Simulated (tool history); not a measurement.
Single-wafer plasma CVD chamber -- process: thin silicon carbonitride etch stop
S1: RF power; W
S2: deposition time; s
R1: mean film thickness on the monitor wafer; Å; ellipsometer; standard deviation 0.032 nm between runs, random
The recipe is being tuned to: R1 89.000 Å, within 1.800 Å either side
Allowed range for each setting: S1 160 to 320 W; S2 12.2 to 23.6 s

run	hour	S1	S2	R1
1	0.0	240	17.9	103.750
2	1.3	225	17.5	98.993
3	4.9	240	17.5	100.980
4	12.2	225	17.2	96.561
5	20.8	205	17.2	93.459
6	29.2	205	19.8	108.250
7	36.0	165	16.9	84.311
8	37.3	170	16.9	85.647

Below are 5 possible settings for the next run. Only one of them brings all results inside the allowed miss of their targets. Which is it?
A	38.6	175	16.5	?
B	38.6	160	16.5	?
C	38.6	175	16.6	?
D	38.6	165	17.7	?
E	38.6	160	16.8	?

move	R1
A	84.790
B	81.764
C	85.304
D	88.823
E	83.250
A: its largest miss is bigger than the last run's
B: its largest miss is bigger than the last run's
C: its largest miss is bigger than the last run's
D: all results land within tolerance of their targets
E: its largest miss is bigger than the last run's
So the answer is move D, the one that meets all the targets.
